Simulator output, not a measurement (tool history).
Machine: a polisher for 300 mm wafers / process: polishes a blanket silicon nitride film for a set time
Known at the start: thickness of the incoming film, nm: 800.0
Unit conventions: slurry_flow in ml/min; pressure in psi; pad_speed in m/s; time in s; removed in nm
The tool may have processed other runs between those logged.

| run | hour | slurry_flow | pressure | pad_speed | time | removed |
|---|---|---|---|---|---|---|
| 1 | 0 | 310 | 3.9 | 1.18 | 39 | 73.721 |
| 2 | 8.8 | 315 | 4.2 | 1.18 | 39 | 78.614 |
| 3 | 14.1 | 315 | 4.5 | 1.18 | 39 | 82.178 |
| 4 | 18.9 | 315 | 4.8 | 1.18 | 39 | 86.633 |
| 5 | 20.5 | 315 | 4.8 | 1.34 | 39 | 94.628 |
| 6 | 24.6 | 315 | 4.2 | 1.34 | 39 | 84.964 |
| 7 | 25.4 | 315 | 4.5 | 1.34 | 39 | 89.745 |
| 8 | 30.4 | 315 | 4.7 | 1.34 | 39 | 93.793 |

For run 9, what comes out?
| 9 | 38 | 315 | 4.9 | 1.34 | 39 | ? |

Run 9 gave removed 96.576 nm.
